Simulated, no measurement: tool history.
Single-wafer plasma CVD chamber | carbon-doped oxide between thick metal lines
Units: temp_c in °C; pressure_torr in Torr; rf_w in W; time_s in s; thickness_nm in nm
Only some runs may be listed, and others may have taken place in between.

run,hour,temp_c,pressure_torr,rf_w,time_s,thickness_nm
1,0.0,370,3.70,620,181,1018.40
2,8.7,379,3.70,620,181,998.77
3,16.9,379,3.59,565,179,928.59
4,22.7,379,3.22,565,179,919.90
5,26.6,379,3.22,565,181,925.77
6,31.8,379,3.85,565,181,941.89

For run 7, what comes out?
7,37.6,380,3.80,530,180,?

thickness_nm: 894.20 nm
